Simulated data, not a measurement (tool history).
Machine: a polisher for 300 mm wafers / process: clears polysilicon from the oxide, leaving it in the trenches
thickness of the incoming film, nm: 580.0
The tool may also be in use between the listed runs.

run,hour,flow of slurry (ml/min),pressure of the wafer on the pad (kPa),speed of the pad under the wafer (m/s),overpolish time after the end point (s),time until the end point was called (s),dishing of a wide line in a test structure (angstrom)
1,0,145,11.7,1.26,19,45.829,460.31
2,7.7,145,11.7,1,19,55.964,458.97
3,14.9,140,9.7,0.98,20,71.313,453.69
4,16.8,140,9.7,0.98,16,70.3,433.68
5,23.4,140,9.7,0.98,10,70.646,394.9
# hour 28.7: head pressure recalibrated
6,28.7,135,8.3,0.98,14,89.504,395.52

Estimate the outcome of run 7 from the log above:
7,32.2,125,8.3,0.96,18,?,?

{"run 7": {"time until the end point was called (s)": 91.266, "dishing of a wide line in a test structure (angstrom)": 438.85}}
